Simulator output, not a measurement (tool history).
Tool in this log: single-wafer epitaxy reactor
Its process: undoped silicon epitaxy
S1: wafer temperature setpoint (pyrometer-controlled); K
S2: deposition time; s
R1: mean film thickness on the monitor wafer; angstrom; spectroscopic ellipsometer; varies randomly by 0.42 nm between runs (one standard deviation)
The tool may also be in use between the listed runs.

run	hour	S1	S2	R1
1	0	918.15	525	835.85
2	2.4	913.15	525	739.8
3	9.7	913.15	472	662.88
4	17.1	909.15	472	601.66
# hour 24.3: pyrometer calibrated
5	24.3	916.15	472	633.8
6	29.3	920.15	486	722.02
7	37.6	932.15	489	977.72

Forecast run 8:
8	40.1	933.15	489	?

Run 8 yielded R1 1003.4 angstrom.
